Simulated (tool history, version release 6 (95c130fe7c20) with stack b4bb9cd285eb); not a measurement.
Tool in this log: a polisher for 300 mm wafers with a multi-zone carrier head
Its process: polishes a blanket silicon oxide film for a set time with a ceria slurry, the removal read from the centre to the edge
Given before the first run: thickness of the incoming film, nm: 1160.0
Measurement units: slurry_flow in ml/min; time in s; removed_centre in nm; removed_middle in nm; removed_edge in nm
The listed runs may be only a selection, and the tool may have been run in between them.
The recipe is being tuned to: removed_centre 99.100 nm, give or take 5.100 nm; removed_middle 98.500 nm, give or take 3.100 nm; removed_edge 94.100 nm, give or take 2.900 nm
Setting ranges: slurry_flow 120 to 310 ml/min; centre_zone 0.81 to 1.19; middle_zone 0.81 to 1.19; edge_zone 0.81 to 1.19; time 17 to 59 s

{"run": 1, "hour": 0.0, "slurry_flow": 200, "centre_zone": 1.0, "middle_zone": 1.0, "edge_zone": 1.0, "time": 38, "removed_centre": 113.51, "removed_middle": 116.84, "removed_edge": 111.99}
{"run": 2, "hour": 7.5, "slurry_flow": 200, "centre_zone": 1.0, "middle_zone": 1.0, "edge_zone": 1.05, "time": 38, "removed_centre": 111.51, "removed_middle": 114.94, "removed_edge": 114.93}
{"run": 3, "hour": 15.9, "slurry_flow": 200, "centre_zone": 1.0, "middle_zone": 1.0, "edge_zone": 1.13, "time": 38, "removed_centre": 115.85, "removed_middle": 114.26, "removed_edge": 118.85}
{"run": 4, "hour": 19.2, "slurry_flow": 195, "centre_zone": 1.01, "middle_zone": 0.99, "edge_zone": 1.09, "time": 37, "removed_centre": 111.57, "removed_middle": 109.5, "removed_edge": 114.38}
{"hour": 20.1, "done": "worn pad replaced by a new one"}
{"run": 5, "hour": 20.1, "slurry_flow": 195, "centre_zone": 1.01, "middle_zone": 0.99, "edge_zone": 1.15, "time": 37, "removed_centre": 120.74, "removed_middle": 122.77, "removed_edge": 127.95}
{"run": 6, "hour": 21.9, "slurry_flow": 195, "centre_zone": 1.01, "middle_zone": 0.92, "edge_zone": 1.15, "time": 37, "removed_centre": 122.51, "removed_middle": 116.74, "removed_edge": 126.69}
{"run": 7, "hour": 23.0, "slurry_flow": 195, "centre_zone": 1.01, "middle_zone": 0.93, "edge_zone": 1.1, "time": 37, "removed_centre": 118.94, "removed_middle": 116.61, "removed_edge": 126.6}
{"run": 8, "hour": 26.3, "slurry_flow": 195, "centre_zone": 1.02, "middle_zone": 0.96, "edge_zone": 1.08, "time": 36, "removed_centre": 117.07, "removed_middle": 116.74, "removed_edge": 119.43}
{"run": 9, "hour": 27.9, "slurry_flow": 220, "centre_zone": 1.01, "middle_zone": 0.96, "edge_zone": 1.06, "time": 35, "removed_centre": 120.21, "removed_middle": 114.12, "removed_edge": 116.67}
{"run": 10, "hour": 29.4, "slurry_flow": 165, "centre_zone": 0.94, "middle_zone": 0.94, "edge_zone": 0.96, "time": 31, "removed_centre": 92.39, "removed_middle": 95.596, "removed_edge": 95.342}
{"run": 11, "hour": 34.3, "slurry_flow": 170, "centre_zone": 0.95, "middle_zone": 0.94, "edge_zone": 0.95, "time": 31, "removed_centre": 94.776, "removed_middle": 97.13, "removed_edge": 97.641}

Of the 5 settings listed for the next run, only one would bring every result within its allowed miss of target. Which one?
{"run": "A", "hour": 39.2, "slurry_flow": 145, "centre_zone": 0.9, "middle_zone": 0.83, "edge_zone": 0.95, "time": 34, "removed_centre": "?", "removed_middle": "?", "removed_edge": "?"}
{"run": "B", "hour": 39.2, "slurry_flow": 200, "centre_zone": 0.93, "middle_zone": 0.95, "edge_zone": 1.07, "time": 30, "removed_centre": "?", "removed_middle": "?", "removed_edge": "?"}
{"run": "C", "hour": 39.2, "slurry_flow": 195, "centre_zone": 1.02, "middle_zone": 0.99, "edge_zone": 0.94, "time": 30, "removed_centre": "?", "removed_middle": "?", "removed_edge": "?"}
{"run": "D", "hour": 39.2, "slurry_flow": 175, "centre_zone": 1.07, "middle_zone": 0.93, "edge_zone": 0.86, "time": 29, "removed_centre": "?", "removed_middle": "?", "removed_edge": "?"}
{"run": "E", "hour": 39.2, "slurry_flow": 210, "centre_zone": 0.93, "middle_zone": 0.97, "edge_zone": 0.97, "time": 27, "removed_centre": "?", "removed_middle": "?", "removed_edge": "?"}

move=A removed_centre=95.473 removed_middle=94.121 removed_edge=102.670
move=B removed_centre=93.180 removed_middle=95.909 removed_edge=100.260
move=C removed_centre=101.150 removed_middle=98.009 removed_edge=93.850
move=D removed_centre=100.120 removed_middle=89.386 removed_edge=85.953
move=E removed_centre=84.576 removed_middle=88.127 removed_edge=86.483
A: moves away from the targets compared with the last run
B: moves away from the targets compared with the last run
C: all results land within tolerance of their targets
D: the result that was furthest off in the last run now lies on the other side of its target
E: the result that was furthest off in the last run now lies on the other side of its target
So the answer is move C, the one that meets all the targets.
